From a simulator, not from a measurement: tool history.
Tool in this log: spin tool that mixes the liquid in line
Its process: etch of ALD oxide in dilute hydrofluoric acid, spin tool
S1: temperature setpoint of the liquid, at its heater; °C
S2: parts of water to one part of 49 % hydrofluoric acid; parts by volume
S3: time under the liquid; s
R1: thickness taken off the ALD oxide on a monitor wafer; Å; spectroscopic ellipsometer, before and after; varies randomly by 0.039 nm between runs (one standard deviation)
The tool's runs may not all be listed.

run	hour	S1	S2	S3	R1
1	0.0	26.0	205	25	24.666
2	3.9	26.0	250	25	19.767
3	8.4	26.0	200	25	25.933
4	15.3	26.0	225	25	22.204
5	17.5	27.0	215	25	24.141
6	24.1	27.5	205	25	26.716
7	32.8	28.5	200	25	28.019

Forecast run 8:
8	39.9	29.0	195	25	?

R1: 29.595 Å

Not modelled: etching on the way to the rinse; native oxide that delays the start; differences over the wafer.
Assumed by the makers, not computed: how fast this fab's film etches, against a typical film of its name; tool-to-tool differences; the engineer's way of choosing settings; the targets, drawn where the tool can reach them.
